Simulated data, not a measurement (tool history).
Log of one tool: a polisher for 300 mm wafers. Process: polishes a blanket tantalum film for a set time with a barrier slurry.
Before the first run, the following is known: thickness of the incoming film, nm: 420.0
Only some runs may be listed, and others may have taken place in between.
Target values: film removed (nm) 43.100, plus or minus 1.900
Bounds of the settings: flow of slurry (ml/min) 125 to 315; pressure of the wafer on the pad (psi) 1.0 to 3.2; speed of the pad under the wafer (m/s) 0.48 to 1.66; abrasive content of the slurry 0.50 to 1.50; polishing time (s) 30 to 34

run,day,flow of slurry (ml/min),pressure of the wafer on the pad (psi),speed of the pad under the wafer (m/s),abrasive content of the slurry,polishing time (s),film removed (nm)
1,0.000,205,2.1,1.06,1.00,34,65.225
2,0.083,205,2.1,1.06,0.90,34,63.178
3,0.421,205,2.1,1.06,0.90,34,61.192
4,0.758,205,1.9,1.06,0.90,34,57.026
# day 0.938: slurry blender recalibrated
5,0.938,240,1.9,1.06,0.90,34,64.076
6,0.962,240,1.9,0.94,0.90,34,57.307
7,1.200,220,1.9,0.94,0.90,34,57.317
8,1.404,205,1.8,0.92,0.90,34,52.107

Pick the move, out of 4, that brings all results within their allowed miss; only one does.
A,1.608,210,1.9,0.80,1.05,33,?
B,1.608,175,1.9,0.96,0.75,30,?
C,1.608,255,1.4,1.08,0.75,30,?
D,1.608,240,1.8,0.92,0.75,31,?

move,film removed (nm)
A,47.924
B,47.571
C,43.513
D,46.338
A: better than the last run, though not everything is in spec
B: better than the last run, though not everything is in spec
C: every result within its allowed miss
D: better than the last run, though not everything is in spec
Go with C: it meets all targets.
